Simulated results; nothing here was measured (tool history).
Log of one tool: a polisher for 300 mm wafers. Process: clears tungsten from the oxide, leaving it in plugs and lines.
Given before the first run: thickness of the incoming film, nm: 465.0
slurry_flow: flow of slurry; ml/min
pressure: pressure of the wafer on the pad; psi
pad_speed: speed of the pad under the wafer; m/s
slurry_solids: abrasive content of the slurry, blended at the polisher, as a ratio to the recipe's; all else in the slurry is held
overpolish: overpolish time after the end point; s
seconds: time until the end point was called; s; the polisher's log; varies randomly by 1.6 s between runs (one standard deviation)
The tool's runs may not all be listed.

run  hour  slurry_flow  pressure  pad_speed  slurry_solids  overpolish  seconds
  1     0          260       3.2       1.02              1          12   131.13
  2   5.5          260       3.2       1.02              1          12   132.72
  3   7.4          260       3.5       1.02              1          12   123.48
  4  14.5          260       3.5       1.24              1          12   101.87
  5  22.1          260       3.5       1.24            0.9          12   103.96
  6  23.7          260       2.9       1.24            0.9          12   124.11
  7  27.4          260       2.5       1.24            0.9          12   140.84
  8  31.4          255       1.6       1.22            0.9          12    203.6

Run 9, settings as shown, results not yet in. Your forecast:
  9  38.2          260       1.7       1.22            0.9          12        ?

{"run 9": {"seconds": 192.62}}
